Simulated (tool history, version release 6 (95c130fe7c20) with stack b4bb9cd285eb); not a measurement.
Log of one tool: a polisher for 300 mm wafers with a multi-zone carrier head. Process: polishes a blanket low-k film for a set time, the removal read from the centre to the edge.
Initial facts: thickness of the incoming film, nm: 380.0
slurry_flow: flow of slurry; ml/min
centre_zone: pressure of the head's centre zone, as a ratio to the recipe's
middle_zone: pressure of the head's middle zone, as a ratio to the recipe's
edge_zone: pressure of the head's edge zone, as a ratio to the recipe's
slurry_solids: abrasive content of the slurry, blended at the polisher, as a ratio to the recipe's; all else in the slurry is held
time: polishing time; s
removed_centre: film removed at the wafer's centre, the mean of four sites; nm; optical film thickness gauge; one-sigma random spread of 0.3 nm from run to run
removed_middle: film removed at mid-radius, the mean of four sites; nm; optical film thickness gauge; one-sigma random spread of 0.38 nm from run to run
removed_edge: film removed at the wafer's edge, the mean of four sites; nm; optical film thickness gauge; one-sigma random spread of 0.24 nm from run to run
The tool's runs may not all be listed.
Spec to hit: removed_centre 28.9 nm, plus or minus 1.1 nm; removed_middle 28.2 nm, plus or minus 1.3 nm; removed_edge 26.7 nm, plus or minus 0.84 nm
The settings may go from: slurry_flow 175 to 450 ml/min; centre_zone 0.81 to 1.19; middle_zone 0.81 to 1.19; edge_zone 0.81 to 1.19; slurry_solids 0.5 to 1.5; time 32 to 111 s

run,hour,slurry_flow,centre_zone,middle_zone,edge_zone,slurry_solids,time,removed_centre,removed_middle,removed_edge
1,0,290,1,1,1,1,71,20.275,19.828,20.004
2,8.2,290,1,1,1.08,1,71,19.738,19.691,20.85
3,11.1,290,0.93,1,1.08,1,71,18.551,20.365,21.106
4,17,290,0.99,1,1.08,1,71,19.906,19.763,20.496
5,20.4,290,1.03,1,1.08,1,71,20.623,20.456,20.65
6,23.9,325,1.03,1,1.08,1,71,20.725,20.291,20.769
7,30,325,1.05,1.02,1.09,1.1,71,21.951,21.089,21.814
8,34,325,1.06,1.06,1.08,1.2,72,23.036,22.848,22.769
9,38.6,325,1.08,1.08,1.08,1.25,73,23.861,22.918,23.217

Exercise: of the 4 proposed moves below, exactly one satisfies all targets within the stated allowed misses. Which move is it?
A,43.2,300,1,0.91,1.18,1.45,82,?,?,?
B,43.2,450,1.11,1.15,1.08,1.35,80,?,?,?
C,43.2,275,1,0.96,1.19,1.2,89,?,?,?
D,43.2,310,1.06,0.94,1.14,1.5,83,?,?,?

move,removed_centre,removed_middle,removed_edge
A,26.296,24.891,29.016
B,28.823,28.346,27.03
C,26.547,25.98,29.478
D,28.632,26.049,29.241
A: closer than the last run, but not yet in spec
B: every result within its allowed miss
C: closer than the last run, but not yet in spec
D: corrects the largest miss of the last run, while another result sits out of spec
Answer: B
